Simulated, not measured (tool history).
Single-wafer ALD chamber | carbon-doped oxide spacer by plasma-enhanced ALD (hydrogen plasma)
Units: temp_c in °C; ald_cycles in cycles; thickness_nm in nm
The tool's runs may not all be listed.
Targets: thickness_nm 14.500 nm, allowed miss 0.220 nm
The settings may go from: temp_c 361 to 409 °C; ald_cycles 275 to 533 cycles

Run 1, hour 0.0: temp_c 385 °C, ald_cycles 404 cycles. Result: thickness_nm 18.255 nm.
Run 2, hour 6.9: temp_c 395 °C, ald_cycles 404 cycles. Result: thickness_nm 18.275 nm.
Run 3, hour 14.2: temp_c 391 °C, ald_cycles 404 cycles. Result: thickness_nm 18.152 nm.
Run 4, hour 18.4: temp_c 391 °C, ald_cycles 377 cycles. Result: thickness_nm 17.016 nm.
Run 5, hour 23.2: temp_c 391 °C, ald_cycles 358 cycles. Result: thickness_nm 16.044 nm.
Run 6, hour 30.9: temp_c 391 °C, ald_cycles 406 cycles. Result: thickness_nm 18.248 nm.
Run 7, hour 35.1: temp_c 391 °C, ald_cycles 380 cycles. Result: thickness_nm 17.092 nm.
Run 8, hour 40.4: temp_c 391 °C, ald_cycles 315 cycles. Result: thickness_nm 14.183 nm.
Run 9, hour 42.9: temp_c 391 °C, ald_cycles 317 cycles. Result: thickness_nm 14.230 nm.

Which of these 4 next moves meets every target?
Run A, hour 45.4: temp_c 391 °C, ald_cycles 322 cycles. Result: thickness_nm ?.
Run B, hour 45.4: temp_c 388 °C, ald_cycles 312 cycles. Result: thickness_nm ?.
Run C, hour 45.4: temp_c 401 °C, ald_cycles 310 cycles. Result: thickness_nm ?.
Run D, hour 45.4: temp_c 392 °C, ald_cycles 314 cycles. Result: thickness_nm ?.

move  thickness_nm
   A        14.507
   B        14.057
   C        13.950
   D        14.147
A: meets every target
B: further off than the last run
C: further off than the last run
D: further off than the last run
Answer: A
